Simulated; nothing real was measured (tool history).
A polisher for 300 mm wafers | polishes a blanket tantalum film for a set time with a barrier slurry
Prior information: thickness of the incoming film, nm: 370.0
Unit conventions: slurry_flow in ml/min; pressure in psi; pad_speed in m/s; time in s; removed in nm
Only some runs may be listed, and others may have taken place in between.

Run 1, hour 0: slurry_flow 150 ml/min, pressure 1.2 psi, pad_speed 1.08 m/s, slurry_solids 1, time 60 s. Result: removed 61.298 nm.
Run 2, hour 7.2: slurry_flow 175 ml/min, pressure 1.2 psi, pad_speed 1.08 m/s, slurry_solids 1, time 60 s. Result: removed 62.209 nm.
Run 3, hour 10.6: slurry_flow 195 ml/min, pressure 1.2 psi, pad_speed 1.08 m/s, slurry_solids 1, time 60 s. Result: removed 62.08 nm.
Run 4, hour 14.7: slurry_flow 195 ml/min, pressure 1.1 psi, pad_speed 1.08 m/s, slurry_solids 1, time 60 s. Result: removed 59.337 nm.
Run 5, hour 17.7: slurry_flow 195 ml/min, pressure 1 psi, pad_speed 1.06 m/s, slurry_solids 1, time 60 s. Result: removed 51.553 nm.
Run 6, hour 19.5: slurry_flow 195 ml/min, pressure 1.2 psi, pad_speed 1.06 m/s, slurry_solids 1, time 60 s. Result: removed 61.46 nm.
Run 7, hour 25.1: slurry_flow 195 ml/min, pressure 1.1 psi, pad_speed 1.06 m/s, slurry_solids 1, time 60 s. Result: removed 57.355 nm.
Run 8, hour 26.7: slurry_flow 195 ml/min, pressure 1 psi, pad_speed 1.06 m/s, slurry_solids 1, time 60 s. Result: removed 51.967 nm.

Run 9 is up next; what results do you expect?
Run 9, hour 34.1: slurry_flow 195 ml/min, pressure 0.9 psi, pad_speed 1.06 m/s, slurry_solids 1, time 60 s. Result: removed ?.

removed: 46.68 nm
